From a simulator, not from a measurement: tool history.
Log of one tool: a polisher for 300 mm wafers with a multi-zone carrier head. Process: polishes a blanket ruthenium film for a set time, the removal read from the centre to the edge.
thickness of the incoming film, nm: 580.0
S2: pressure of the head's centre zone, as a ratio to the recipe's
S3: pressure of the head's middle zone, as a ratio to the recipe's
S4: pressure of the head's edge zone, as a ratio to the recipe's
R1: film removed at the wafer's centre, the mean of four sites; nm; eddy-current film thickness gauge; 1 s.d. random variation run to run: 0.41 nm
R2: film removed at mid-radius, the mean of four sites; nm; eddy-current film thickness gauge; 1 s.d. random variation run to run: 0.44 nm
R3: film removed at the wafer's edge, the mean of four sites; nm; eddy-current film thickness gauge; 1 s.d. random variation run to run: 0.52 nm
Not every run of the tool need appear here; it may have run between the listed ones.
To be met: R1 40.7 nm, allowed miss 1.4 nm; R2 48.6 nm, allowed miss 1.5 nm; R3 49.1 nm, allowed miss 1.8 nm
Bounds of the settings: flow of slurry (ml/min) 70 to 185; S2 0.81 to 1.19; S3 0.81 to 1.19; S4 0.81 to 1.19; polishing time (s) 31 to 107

Run 1, day 0: flow of slurry (ml/min) 120, S2 1, S3 1, S4 1, polishing time (s) 69. Result: R1 77.631 nm, R2 78.91 nm, R3 81.568 nm.
Run 2, day 0.179: flow of slurry (ml/min) 100, S2 1, S3 1, S4 1, polishing time (s) 69. Result: R1 75.274 nm, R2 76.267 nm, R3 78.701 nm.
Run 3, day 0.471: flow of slurry (ml/min) 120, S2 1, S3 1, S4 1, polishing time (s) 69. Result: R1 79.074 nm, R2 78.373 nm, R3 80.072 nm.
Run 4, day 0.825: flow of slurry (ml/min) 110, S2 0.95, S3 0.99, S4 0.97, polishing time (s) 62. Result: R1 64.976 nm, R2 68.725 nm, R3 69.113 nm.
Run 5, day 0.883: flow of slurry (ml/min) 110, S2 0.95, S3 0.99, S4 0.97, polishing time (s) 51. Result: R1 54.869 nm, R2 56.783 nm, R3 57.627 nm.
Run 6, day 0.942: flow of slurry (ml/min) 95, S2 0.95, S3 0.99, S4 0.97, polishing time (s) 51. Result: R1 50.786 nm, R2 54.077 nm, R3 56.324 nm.
Run 7, day 1.167: flow of slurry (ml/min) 90, S2 0.92, S3 0.98, S4 0.95, polishing time (s) 50. Result: R1 47.948 nm, R2 52.982 nm, R3 53.976 nm.
Run 8, day 1.212: flow of slurry (ml/min) 85, S2 0.9, S3 0.97, S4 0.94, polishing time (s) 50. Result: R1 45.847 nm, R2 49.478 nm, R3 53.406 nm.
Run 9, day 1.538: flow of slurry (ml/min) 75, S2 0.84, S3 1.06, S4 0.86, polishing time (s) 47. Result: R1 38.166 nm, R2 48.461 nm, R3 46.007 nm.
Run 10, day 1.754: flow of slurry (ml/min) 80, S2 0.84, S3 1.05, S4 0.87, polishing time (s) 47. Result: R1 38.034 nm, R2 49.671 nm, R3 47.777 nm.

Exactly one of the 4 candidate moves below puts every result within its allowed miss. Which one?
Run A, day 1.971: flow of slurry (ml/min) 80, S2 0.88, S3 1.07, S4 0.85, polishing time (s) 48. Result: R1 ?, R2 ?, R3 ?.
Run B, day 1.971: flow of slurry (ml/min) 70, S2 0.82, S3 0.94, S4 0.93, polishing time (s) 49. Result: R1 ?, R2 ?, R3 ?.
Run C, day 1.971: flow of slurry (ml/min) 70, S2 0.95, S3 1, S4 0.85, polishing time (s) 51. Result: R1 ?, R2 ?, R3 ?.
Run D, day 1.971: flow of slurry (ml/min) 70, S2 0.86, S3 0.99, S4 0.83, polishing time (s) 51. Result: R1 ?, R2 ?, R3 ?.

move      R1      R2      R3
   A  41.386  51.779  47.661
   B  36.705  44.711  48.952
   C  44.335  48.991  48.862
   D  40.098  48.602  48.355
A: the worst result of the last run now meets its target, but another is out of spec
B: moves away from the targets compared with the last run
C: carries the result that was furthest off beyond its target, to the other side
D: every result lands within tolerance
D is the move that brings every result within its allowed miss.
